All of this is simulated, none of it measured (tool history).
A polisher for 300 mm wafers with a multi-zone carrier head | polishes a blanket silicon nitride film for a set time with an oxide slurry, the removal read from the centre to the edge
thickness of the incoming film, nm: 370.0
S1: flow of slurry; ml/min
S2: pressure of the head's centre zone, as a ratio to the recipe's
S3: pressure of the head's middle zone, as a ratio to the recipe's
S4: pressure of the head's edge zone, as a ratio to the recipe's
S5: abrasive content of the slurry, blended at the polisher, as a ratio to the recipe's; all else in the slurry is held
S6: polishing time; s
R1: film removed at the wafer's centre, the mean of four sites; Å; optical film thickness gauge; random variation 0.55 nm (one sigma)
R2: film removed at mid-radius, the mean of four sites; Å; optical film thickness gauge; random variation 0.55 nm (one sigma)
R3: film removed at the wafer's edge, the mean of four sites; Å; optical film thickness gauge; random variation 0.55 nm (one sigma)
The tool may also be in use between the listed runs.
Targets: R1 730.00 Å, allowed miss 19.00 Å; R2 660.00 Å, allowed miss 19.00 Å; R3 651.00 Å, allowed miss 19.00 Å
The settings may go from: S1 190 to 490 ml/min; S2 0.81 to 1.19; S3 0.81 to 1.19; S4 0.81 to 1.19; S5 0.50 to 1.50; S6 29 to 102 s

| run | hour | S1 | S2 | S3 | S4 | S5 | S6 | R1 | R2 | R3 |
|---|---|---|---|---|---|---|---|---|---|---|
| 1 | 0.0 | 315 | 1.00 | 1.00 | 1.00 | 1.00 | 65 | 493.10 | 497.87 | 492.24 |
| 2 | 6.6 | 315 | 1.08 | 1.00 | 1.00 | 1.00 | 65 | 541.02 | 498.85 | 489.71 |
| 3 | 9.6 | 320 | 1.09 | 1.01 | 1.03 | 1.05 | 65 | 560.42 | 517.75 | 511.27 |
| 4 | 15.1 | 330 | 1.11 | 1.02 | 1.06 | 1.10 | 65 | 588.70 | 539.02 | 536.81 |
| 5 | 18.7 | 330 | 1.06 | 1.02 | 1.06 | 1.10 | 65 | 566.51 | 540.30 | 533.32 |
| 6 | 25.6 | 290 | 1.06 | 1.02 | 1.06 | 1.10 | 65 | 550.63 | 535.09 | 533.19 |
| 7 | 30.6 | 295 | 1.08 | 1.03 | 1.08 | 1.15 | 65 | 585.40 | 553.90 | 550.75 |
| 8 | 31.7 | 300 | 1.09 | 1.04 | 1.10 | 1.20 | 65 | 601.14 | 560.64 | 572.65 |
| 9 | 33.4 | 310 | 1.11 | 1.06 | 1.11 | 1.25 | 65 | 627.35 | 593.66 | 578.72 |
| 10 | 40.1 | 325 | 1.16 | 1.03 | 1.18 | 1.50 | 66 | 712.97 | 635.59 | 671.51 |

Which of these 4 next moves meets every target?
| A | 46.8 | 325 | 1.06 | 0.94 | 1.15 | 1.50 | 69 | ? | ? | ? |
| B | 46.8 | 285 | 1.09 | 0.94 | 1.19 | 1.35 | 74 | ? | ? | ? |
| C | 46.8 | 390 | 1.09 | 0.92 | 1.19 | 1.45 | 70 | ? | ? | ? |
| D | 46.8 | 305 | 1.18 | 1.08 | 1.14 | 1.50 | 66 | ? | ? | ? |

| move | R1 | R2 | R3 |
|---|---|---|---|
| A | 687.28 | 614.98 | 689.27 |
| B | 713.65 | 621.68 | 711.81 |
| C | 719.74 | 614.29 | 710.85 |
| D | 727.85 | 654.50 | 651.93 |
A: further off than the last run
B: further off than the last run
C: further off than the last run
D: meets every target
Move D is the one to make.

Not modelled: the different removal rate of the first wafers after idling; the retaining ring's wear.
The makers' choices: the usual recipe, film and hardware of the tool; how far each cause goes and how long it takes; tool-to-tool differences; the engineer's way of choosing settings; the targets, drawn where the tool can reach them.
